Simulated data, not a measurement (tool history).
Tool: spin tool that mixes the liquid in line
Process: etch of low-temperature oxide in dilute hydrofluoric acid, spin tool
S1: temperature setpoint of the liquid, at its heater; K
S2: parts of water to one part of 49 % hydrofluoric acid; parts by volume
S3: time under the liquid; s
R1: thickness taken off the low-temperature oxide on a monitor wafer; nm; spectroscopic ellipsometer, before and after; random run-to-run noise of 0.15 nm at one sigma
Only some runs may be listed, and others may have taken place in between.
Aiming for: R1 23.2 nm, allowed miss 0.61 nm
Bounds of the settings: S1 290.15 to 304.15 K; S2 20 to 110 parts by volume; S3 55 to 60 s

Run 1, hour 0: S1 296.15 K, S2 60 parts by volume, S3 55 s. Result: R1 13.233 nm.
Run 2, hour 4.7: S1 298.65 K, S2 55 parts by volume, S3 55 s. Result: R1 16.167 nm.
Run 3, hour 12.3: S1 296.15 K, S2 55 parts by volume, S3 55 s. Result: R1 14.7 nm.
Run 4, hour 19.6: S1 296.15 K, S2 55 parts by volume, S3 55 s. Result: R1 14.573 nm.
Run 5, hour 25.1: S1 298.65 K, S2 50 parts by volume, S3 55 s. Result: R1 18.04 nm.
Run 6, hour 33.6: S1 298.65 K, S2 50 parts by volume, S3 55 s. Result: R1 17.946 nm.
Run 7, hour 36.2: S1 300.65 K, S2 50 parts by volume, S3 55 s. Result: R1 19.534 nm.
Run 8, hour 37.1: S1 301.65 K, S2 50 parts by volume, S3 55 s. Result: R1 20.536 nm.
Run 9, hour 38.3: S1 302.65 K, S2 50 parts by volume, S3 55 s. Result: R1 21.031 nm.
Run 10, hour 45.1: S1 303.15 K, S2 50 parts by volume, S3 55 s. Result: R1 21.616 nm.
Run 11, hour 50.1: S1 303.65 K, S2 50 parts by volume, S3 55 s. Result: R1 22.046 nm.
Run 12, hour 59.1: S1 304.15 K, S2 50 parts by volume, S3 55 s. Result: R1 22.456 nm.
Run 13, hour 66: S1 303.65 K, S2 50 parts by volume, S3 55 s. Result: R1 22.078 nm.
Run 14, hour 70.7: S1 304.15 K, S2 50 parts by volume, S3 55 s. Result: R1 22.453 nm.
Run 15, hour 75.7: S1 303.65 K, S2 50 parts by volume, S3 55 s. Result: R1 21.847 nm.
Run 16, hour 77.2: S1 303.65 K, S2 50 parts by volume, S3 55 s. Result: R1 22.016 nm.
Run 17, hour 86.1: S1 304.15 K, S2 50 parts by volume, S3 55 s. Result: R1 22.442 nm.
Run 18, hour 94.1: S1 303.65 K, S2 50 parts by volume, S3 55 s. Result: R1 21.74 nm.
Run 19, hour 102.2: S1 304.15 K, S2 45 parts by volume, S3 55 s. Result: R1 25.195 nm.
Run 20, hour 108.9: S1 303.65 K, S2 45 parts by volume, S3 55 s. Result: R1 24.904 nm.
Run 21, hour 114: S1 303.65 K, S2 45 parts by volume, S3 55 s. Result: R1 24.49 nm.
Run 22, hour 122.7: S1 303.15 K, S2 45 parts by volume, S3 55 s. Result: R1 24.144 nm.

Pick the move, out of 5, that brings all results within their allowed miss; only one does.
Run A, hour 131.4: S1 302.15 K, S2 40 parts by volume, S3 55 s. Result: R1 ?.
Run B, hour 131.4: S1 303.15 K, S2 50 parts by volume, S3 60 s. Result: R1 ?.
Run C, hour 131.4: S1 303.65 K, S2 45 parts by volume, S3 55 s. Result: R1 ?.
Run D, hour 131.4: S1 301.65 K, S2 40 parts by volume, S3 55 s. Result: R1 ?.
Run E, hour 131.4: S1 298.15 K, S2 35 parts by volume, S3 55 s. Result: R1 ?.

move      R1
   A  26.095
   B  23.334
   C  24.426
   D  25.579
   E  25.533
A: further off than the last run
B: each result inside its tolerance
C: further off than the last run
D: further off than the last run
E: further off than the last run
Go with B: it meets all targets.
